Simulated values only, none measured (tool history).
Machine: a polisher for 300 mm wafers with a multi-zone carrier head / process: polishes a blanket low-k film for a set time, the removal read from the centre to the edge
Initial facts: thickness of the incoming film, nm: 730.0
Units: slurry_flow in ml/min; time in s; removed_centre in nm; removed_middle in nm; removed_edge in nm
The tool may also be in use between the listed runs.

run,hour,slurry_flow,centre_zone,middle_zone,edge_zone,slurry_solids,time,removed_centre,removed_middle,removed_edge
1,0,140,1,1,1,1,74,31.128,30.285,32.024
2,6.7,140,1,1.04,1,1,74,30.834,31.766,32.126
3,10.4,145,1,1.02,1.04,1.1,74,32.753,32.65,34.186
4,15.7,145,1,1.02,1.04,1.1,67,29.225,29.822,30.623
5,17.1,140,1,1,1.07,1.2,70,32.227,31.5,33.674
6,18,140,1,1,1.07,1.2,87,39.416,39.133,42.174
7,24.6,140,1,1,1.07,1.2,87,38.927,38.853,42.175
8,30.5,145,1,0.98,1.09,1.2,87,39.761,39.161,42.835
9,37.2,145,1,0.96,1.11,1.2,87,40.162,37.736,42.577
10,38,145,0.99,0.95,1.13,1.25,87,40.997,38.462,44.53

Run 11 has not been measured yet. What should we expect?
11,44.9,145,0.99,0.94,1.14,1.25,87,?,?,?

{"run 11": {"removed_centre": 39.793, "removed_middle": 37.964, "removed_edge": 44.436}}
